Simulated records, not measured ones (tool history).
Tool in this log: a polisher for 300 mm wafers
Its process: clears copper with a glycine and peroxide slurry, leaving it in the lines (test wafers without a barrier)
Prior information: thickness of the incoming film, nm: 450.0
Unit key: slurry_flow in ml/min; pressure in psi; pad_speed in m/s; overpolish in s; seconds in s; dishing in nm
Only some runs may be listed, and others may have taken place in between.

{"run": 1, "hour": 0.0, "slurry_flow": 230, "pressure": 3.3, "pad_speed": 1.22, "overpolish": 13, "seconds": 68.058, "dishing": 40.932}
{"run": 2, "hour": 4.6, "slurry_flow": 230, "pressure": 3, "pad_speed": 1.2, "overpolish": 13, "seconds": 74.756, "dishing": 38.716}
{"run": 3, "hour": 13.0, "slurry_flow": 230, "pressure": 2.8, "pad_speed": 1.2, "overpolish": 13, "seconds": 78.337, "dishing": 37.683}
{"run": 4, "hour": 16.5, "slurry_flow": 230, "pressure": 2.8, "pad_speed": 1.06, "overpolish": 13, "seconds": 88.932, "dishing": 35.392}
{"run": 5, "hour": 18.2, "slurry_flow": 230, "pressure": 2.7, "pad_speed": 1.06, "overpolish": 13, "seconds": 90.003, "dishing": 35.553}
{"run": 6, "hour": 21.5, "slurry_flow": 230, "pressure": 2.6, "pad_speed": 1.06, "overpolish": 13, "seconds": 94.522, "dishing": 35.042}
{"run": 7, "hour": 29.9, "slurry_flow": 230, "pressure": 2.5, "pad_speed": 1.06, "overpolish": 13, "seconds": 97.49, "dishing": 34.643}
{"run": 8, "hour": 31.8, "slurry_flow": 230, "pressure": 2.4, "pad_speed": 1.06, "overpolish": 13, "seconds": 98.771, "dishing": 32.106}

Run 9 comes next. What will it give?
{"run": 9, "hour": 39.6, "slurry_flow": 230, "pressure": 2.4, "pad_speed": 1.04, "overpolish": 13, "seconds": "?", "dishing": "?"}

{"run 9": {"seconds": 99.601, "dishing": 32.535}}
